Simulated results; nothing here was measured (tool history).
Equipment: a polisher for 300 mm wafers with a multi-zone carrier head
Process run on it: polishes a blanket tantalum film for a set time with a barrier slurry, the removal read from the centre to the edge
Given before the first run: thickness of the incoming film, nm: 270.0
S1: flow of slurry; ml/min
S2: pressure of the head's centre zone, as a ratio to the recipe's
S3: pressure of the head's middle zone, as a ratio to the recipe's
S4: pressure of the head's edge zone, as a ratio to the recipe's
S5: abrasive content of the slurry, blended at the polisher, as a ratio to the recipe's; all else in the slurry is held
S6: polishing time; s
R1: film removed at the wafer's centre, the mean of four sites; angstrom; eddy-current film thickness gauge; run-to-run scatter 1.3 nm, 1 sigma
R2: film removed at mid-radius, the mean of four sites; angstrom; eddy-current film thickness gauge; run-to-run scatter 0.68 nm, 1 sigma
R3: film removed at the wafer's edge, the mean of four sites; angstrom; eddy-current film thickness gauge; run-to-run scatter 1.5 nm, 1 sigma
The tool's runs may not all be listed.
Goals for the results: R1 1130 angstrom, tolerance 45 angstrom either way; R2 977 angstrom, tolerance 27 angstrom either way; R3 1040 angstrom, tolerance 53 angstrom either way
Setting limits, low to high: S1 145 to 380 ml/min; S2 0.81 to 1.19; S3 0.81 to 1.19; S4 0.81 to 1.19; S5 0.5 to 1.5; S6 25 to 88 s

run    day   S1    S2    S3    S4    S5  S6      R1      R2      R3
  1      0  245     1     1     1     1  56  814.61  811.69  816.44
  2  0.246  245     1  1.05     1     1  56  806.19  855.26  824.61
  3  0.342  245     1  1.05     1     1  49  715.73  742.65  702.89
  4  0.488  245     1  1.05  0.96     1  49  717.34  743.14  701.16
  5  0.679  245  1.03  1.03  0.99  1.15  52  813.96  809.03  795.39
  6      1  245  1.03  1.07  0.99  1.15  52  826.54  831.25   809.5
  7  1.171  255  1.07  1.09  1.02  1.25  52  869.83  876.25  819.02
  8  1.492  245  1.09  1.06  1.02   1.3  54  908.33  885.67  854.27
  9   1.85  255  1.11  1.03  1.03  1.35  56  986.98  904.83  922.58
 10  1.875  270  1.12  1.03  1.05   1.4  56  989.84  932.73  944.41
 11  2.017  275  1.14  1.02  1.05  1.45  57    1028  945.55  978.86
 12  2.075  275  1.14  1.02  1.05  1.45  57  1046.6  941.41  950.09
 13  2.383  270  1.15  1.01  1.07  1.45  58  1080.5   946.1  1011.8
 14  2.471  270  1.16  1.02  1.08  1.45  58  1091.6  954.68  995.56

Which one of the following 4 next-run settings gets every result inside its allowed miss? There is exactly one.
  A  2.558  260  1.13  0.99   1.1   1.5  56   ?   ?   ?
  B  2.558  270  1.14  1.09  1.05   1.4  58   ?   ?   ?
  C  2.558  200  1.18   1.1  1.02   1.5  58   ?   ?   ?
  D  2.558  260  1.15     1  1.12  1.45  61   ?   ?   ?

move      R1      R2      R3
   A  1019.1  912.28  943.49
   B  1054.7  1014.5   946.6
   C  1057.5  995.18  920.49
   D  1121.4  994.74  1027.6
A: misses by more than the last run did
B: misses by more than the last run did
C: misses by more than the last run did
D: hits every target within its allowed miss
The right move is D.
